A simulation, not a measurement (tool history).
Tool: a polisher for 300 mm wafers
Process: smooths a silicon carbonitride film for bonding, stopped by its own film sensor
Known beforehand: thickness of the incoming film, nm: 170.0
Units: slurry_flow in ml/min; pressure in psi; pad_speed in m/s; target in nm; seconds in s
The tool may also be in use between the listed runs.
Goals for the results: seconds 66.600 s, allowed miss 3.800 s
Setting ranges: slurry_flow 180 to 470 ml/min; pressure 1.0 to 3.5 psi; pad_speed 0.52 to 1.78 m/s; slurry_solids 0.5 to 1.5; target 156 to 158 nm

run 1 day=0.000 | slurry_flow=300 pressure=2.2 pad_speed=1.14 slurry_solids=1.0 target=156 | seconds=48.370
run 2 day=0.058 | slurry_flow=300 pressure=2.2 pad_speed=1.14 slurry_solids=0.9 target=156 | seconds=50.687
run 3 day=0.283 | slurry_flow=300 pressure=2.1 pad_speed=1.14 slurry_solids=0.9 target=156 | seconds=54.342
run 4 day=0.592 | slurry_flow=300 pressure=2.1 pad_speed=1.14 slurry_solids=0.9 target=158 | seconds=46.134
run 5 day=0.750 | slurry_flow=255 pressure=2.1 pad_speed=1.14 slurry_solids=0.9 target=158 | seconds=45.567
run 6 day=0.971 | slurry_flow=255 pressure=1.9 pad_speed=1.14 slurry_solids=0.9 target=158 | seconds=50.424
run 7 day=1.058 | slurry_flow=255 pressure=1.9 pad_speed=1.14 slurry_solids=0.9 target=158 | seconds=51.174
run 8 day=1.417 | slurry_flow=255 pressure=1.8 pad_speed=1.14 slurry_solids=0.9 target=158 | seconds=52.283
run 9 day=1.708 | slurry_flow=255 pressure=1.7 pad_speed=1.14 slurry_solids=0.9 target=158 | seconds=57.190
run 10 day=1.967 | slurry_flow=255 pressure=1.6 pad_speed=1.14 slurry_solids=0.9 target=158 | seconds=62.392

Which one of the following 4 next-run settings gets every result inside its allowed miss? There is exactly one.
run A day=2.225 | slurry_flow=250 pressure=1.6 pad_speed=1.26 slurry_solids=0.9 target=157 | seconds=?
run B day=2.225 | slurry_flow=265 pressure=1.5 pad_speed=1.18 slurry_solids=0.9 target=157 | seconds=?
run C day=2.225 | slurry_flow=265 pressure=1.7 pad_speed=1.18 slurry_solids=0.8 target=158 | seconds=?
run D day=2.225 | slurry_flow=180 pressure=1.5 pad_speed=1.32 slurry_solids=0.9 target=158 | seconds=?

move=A seconds=60.786
move=B seconds=67.059
move=C seconds=57.746
move=D seconds=60.805
A: its largest miss is bigger than the last run's
B: in spec on every target
C: its largest miss is bigger than the last run's
D: its largest miss is bigger than the last run's
The right move is B.
